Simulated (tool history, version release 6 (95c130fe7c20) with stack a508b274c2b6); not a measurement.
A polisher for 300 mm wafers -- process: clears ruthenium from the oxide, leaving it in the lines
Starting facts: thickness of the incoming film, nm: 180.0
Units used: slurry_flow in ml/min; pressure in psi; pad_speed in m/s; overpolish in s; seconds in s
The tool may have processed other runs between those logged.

run,hour,slurry_flow,pressure,pad_speed,overpolish,seconds
1,0.0,255,2.6,1.22,7,103.81
2,3.2,255,2.3,1.20,7,116.40
3,8.6,255,2.0,1.18,7,130.83
4,10.0,255,1.8,1.16,7,142.57
5,13.5,255,1.8,1.16,5,138.44
6,22.4,255,1.8,1.16,7,138.19

Forecast run 7:
7,26.0,255,1.6,1.14,7,?

Run 7 yielded seconds 155.79 s.
